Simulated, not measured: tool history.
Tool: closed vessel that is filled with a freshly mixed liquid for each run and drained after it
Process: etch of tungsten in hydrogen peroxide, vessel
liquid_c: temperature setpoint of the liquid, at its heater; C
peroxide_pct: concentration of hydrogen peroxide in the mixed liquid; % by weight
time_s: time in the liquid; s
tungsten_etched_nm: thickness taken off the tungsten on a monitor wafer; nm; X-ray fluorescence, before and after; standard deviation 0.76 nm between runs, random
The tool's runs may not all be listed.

Run 1, hour 0: liquid_c 56 C, peroxide_pct 24 % by weight, time_s 95 s. Result: tungsten_etched_nm 139.74 nm.
Run 2, hour 7.9: liquid_c 55 C, peroxide_pct 24 % by weight, time_s 95 s. Result: tungsten_etched_nm 132.77 nm.
Run 3, hour 11.5: liquid_c 54 C, peroxide_pct 24 % by weight, time_s 95 s. Result: tungsten_etched_nm 123.92 nm.
Run 4, hour 20.5: liquid_c 53 C, peroxide_pct 24 % by weight, time_s 95 s. Result: tungsten_etched_nm 116.79 nm.
Run 5, hour 29.2: liquid_c 53 C, peroxide_pct 21.5 % by weight, time_s 95 s. Result: tungsten_etched_nm 109.66 nm.
Run 6, hour 32.2: liquid_c 53 C, peroxide_pct 21.5 % by weight, time_s 105 s. Result: tungsten_etched_nm 120.96 nm.

Run 7, settings as shown, results not yet in. Your forecast:
At hour 33.7: peroxide flow meter replaced.
Run 7, hour 33.7: liquid_c 52 C, peroxide_pct 21.5 % by weight, time_s 105 s. Result: tungsten_etched_nm ?.

Run 7 yielded tungsten_etched_nm 110.27 nm.
